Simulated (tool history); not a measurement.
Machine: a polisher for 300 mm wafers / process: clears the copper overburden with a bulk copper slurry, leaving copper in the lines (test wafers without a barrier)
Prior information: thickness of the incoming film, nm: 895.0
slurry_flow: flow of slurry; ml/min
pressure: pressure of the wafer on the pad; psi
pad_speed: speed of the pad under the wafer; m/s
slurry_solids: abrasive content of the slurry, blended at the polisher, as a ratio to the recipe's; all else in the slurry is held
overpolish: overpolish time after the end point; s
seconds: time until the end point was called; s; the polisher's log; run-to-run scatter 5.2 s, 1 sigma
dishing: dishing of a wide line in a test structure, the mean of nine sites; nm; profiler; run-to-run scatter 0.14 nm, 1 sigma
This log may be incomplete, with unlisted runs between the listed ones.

Run 1, day 0: slurry_flow 315 ml/min, pressure 1.8 psi, pad_speed 1.02 m/s, slurry_solids 1, overpolish 11 s. Result: seconds 187.89 s, dishing 39.286 nm.
Run 2, day 0.025: slurry_flow 315 ml/min, pressure 1.6 psi, pad_speed 0.9 m/s, slurry_solids 1, overpolish 9 s. Result: seconds 233.08 s, dishing 26.783 nm.
Run 3, day 0.112: slurry_flow 315 ml/min, pressure 1.4 psi, pad_speed 0.84 m/s, slurry_solids 1, overpolish 8 s. Result: seconds 291.48 s, dishing 20.098 nm.
Run 4, day 0.158: slurry_flow 315 ml/min, pressure 1.3 psi, pad_speed 0.84 m/s, slurry_solids 1, overpolish 8 s. Result: seconds 317.61 s, dishing 18.499 nm.
Run 5, day 0.388: slurry_flow 315 ml/min, pressure 1.3 psi, pad_speed 0.84 m/s, slurry_solids 1, overpolish 4 s. Result: seconds 318.92 s, dishing 9.8644 nm.
Run 6, day 0.758: slurry_flow 315 ml/min, pressure 1.3 psi, pad_speed 0.84 m/s, slurry_solids 1, overpolish 3 s. Result: seconds 310.52 s, dishing 7.1996 nm.
Run 7, day 1.038: slurry_flow 315 ml/min, pressure 1.3 psi, pad_speed 0.84 m/s, slurry_solids 1, overpolish 3 s. Result: seconds 317.9 s, dishing 7.3333 nm.
Run 8, day 1.362: slurry_flow 315 ml/min, pressure 1.3 psi, pad_speed 0.84 m/s, slurry_solids 1, overpolish 3 s. Result: seconds 313.07 s, dishing 7.4362 nm.
Run 9, day 1.642: slurry_flow 325 ml/min, pressure 1.2 psi, pad_speed 0.8 m/s, slurry_solids 1.05, overpolish 4 s. Result: seconds 344.87 s, dishing 8.57 nm.
Run 10, day 1.946: slurry_flow 330 ml/min, pressure 1.2 psi, pad_speed 0.78 m/s, slurry_solids 1.1, overpolish 5 s. Result: seconds 360.36 s, dishing 10.771 nm.
Run 11, day 1.979: slurry_flow 340 ml/min, pressure 1.2 psi, pad_speed 0.76 m/s, slurry_solids 1.2, overpolish 5 s. Result: seconds 362.98 s, dishing 10.59 nm.
Run 12, day 2.279: slurry_flow 340 ml/min, pressure 1.2 psi, pad_speed 0.74 m/s, slurry_solids 1.25, overpolish 5 s. Result: seconds 370.47 s, dishing 10.444 nm.
Run 13, day 2.317: slurry_flow 350 ml/min, pressure 1.1 psi, pad_speed 0.72 m/s, slurry_solids 1.3, overpolish 9 s. Result: seconds 405.36 s, dishing 16.38 nm.
Run 14, day 2.496: slurry_flow 350 ml/min, pressure 1.1 psi, pad_speed 0.74 m/s, slurry_solids 1.3, overpolish 9 s. Result: seconds 396.65 s, dishing 16.523 nm.
Run 15, day 2.746: slurry_flow 350 ml/min, pressure 1.1 psi, pad_speed 0.76 m/s, slurry_solids 1.3, overpolish 9 s. Result: seconds 393.6 s, dishing 16.975 nm.
Run 16, day 3.062: slurry_flow 350 ml/min, pressure 1.1 psi, pad_speed 0.78 m/s, slurry_solids 1.3, overpolish 9 s. Result: seconds 381.08 s, dishing 17.362 nm.
Run 17, day 3.362: slurry_flow 350 ml/min, pressure 1.1 psi, pad_speed 0.8 m/s, slurry_solids 1.3, overpolish 9 s. Result: seconds 369.01 s, dishing 17.797 nm.
Run 18, day 3.625: slurry_flow 350 ml/min, pressure 1 psi, pad_speed 0.82 m/s, slurry_solids 1.3, overpolish 9 s. Result: seconds 395.16 s, dishing 16.7 nm.

What will run 19 give?
Run 19, day 3.983: slurry_flow 355 ml/min, pressure 1 psi, pad_speed 0.84 m/s, slurry_solids 1.3, overpolish 5 s. Result: seconds ?, dishing ?.

seconds: 385.94 s
dishing: 9.9874 nm
